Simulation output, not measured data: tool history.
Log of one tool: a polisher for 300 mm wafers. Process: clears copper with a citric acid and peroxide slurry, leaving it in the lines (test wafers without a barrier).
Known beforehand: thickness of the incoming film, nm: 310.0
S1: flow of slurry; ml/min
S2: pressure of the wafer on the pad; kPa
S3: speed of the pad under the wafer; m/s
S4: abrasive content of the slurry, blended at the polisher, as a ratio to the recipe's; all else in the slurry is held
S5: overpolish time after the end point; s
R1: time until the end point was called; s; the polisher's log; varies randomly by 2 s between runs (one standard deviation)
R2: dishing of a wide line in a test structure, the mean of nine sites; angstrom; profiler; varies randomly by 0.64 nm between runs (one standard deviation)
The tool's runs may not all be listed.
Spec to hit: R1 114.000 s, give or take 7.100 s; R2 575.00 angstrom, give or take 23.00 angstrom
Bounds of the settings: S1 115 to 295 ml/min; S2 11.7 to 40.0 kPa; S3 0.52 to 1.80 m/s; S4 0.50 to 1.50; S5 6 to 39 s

run 1 hour=0.0 | S1=190 S2=25.5 S3=1.16 S4=1.00 S5=20 | R1=101.400 R2=409.85
run 2 hour=6.7 | S1=185 S2=24.8 S3=1.16 S4=1.00 S5=22 | R1=103.200 R2=430.04
run 3 hour=13.9 | S1=185 S2=24.1 S3=1.14 S4=1.00 S5=24 | R1=109.530 R2=448.42
run 4 hour=20.4 | S1=185 S2=27.6 S3=1.14 S4=1.00 S5=24 | R1=95.577 R2=508.51
run 5 hour=24.0 | S1=185 S2=22.1 S3=1.14 S4=1.00 S5=24 | R1=117.300 R2=417.22
run 6 hour=29.4 | S1=185 S2=22.1 S3=1.14 S4=1.20 S5=24 | R1=113.900 R2=432.59
run 7 hour=37.4 | S1=185 S2=22.1 S3=1.14 S4=1.20 S5=26 | R1=117.500 R2=455.08
run 8 hour=45.2 | S1=185 S2=22.8 S3=1.14 S4=1.20 S5=27 | R1=110.790 R2=484.45
run 9 hour=50.6 | S1=180 S2=22.8 S3=1.14 S4=1.20 S5=28 | R1=112.620 R2=496.37
run 10 hour=59.2 | S1=185 S2=22.8 S3=1.14 S4=1.20 S5=29 | R1=110.710 R2=513.36
run 11 hour=67.9 | S1=180 S2=22.8 S3=1.14 S4=1.20 S5=30 | R1=109.490 R2=528.88
run 12 hour=74.6 | S1=180 S2=22.8 S3=1.14 S4=1.20 S5=31 | R1=112.540 R2=539.89

5 candidate next runs follow, results not yet known. Just one meets every target within its allowed miss. Identify it.
run A hour=81.3 | S1=160 S2=19.3 S3=1.24 S4=1.35 S5=31 | R1=? R2=?
run B hour=81.3 | S1=170 S2=23.4 S3=1.06 S4=1.25 S5=35 | R1=? R2=?
run C hour=81.3 | S1=165 S2=22.8 S3=1.30 S4=1.05 S5=27 | R1=? R2=?
run D hour=81.3 | S1=195 S2=20.7 S3=1.24 S4=1.25 S5=30 | R1=? R2=?
run E hour=81.3 | S1=165 S2=22.1 S3=1.26 S4=1.15 S5=29 | R1=? R2=?

move=A R1=118.700 R2=510.75
move=B R1=113.320 R2=591.10
move=C R1=102.930 R2=520.67
move=D R1=110.690 R2=529.00
move=E R1=106.570 R2=534.02
A: its largest miss is bigger than the last run's
B: meets every target
C: its largest miss is bigger than the last run's
D: its largest miss is bigger than the last run's
E: its largest miss is bigger than the last run's
Go with B: it meets all targets.
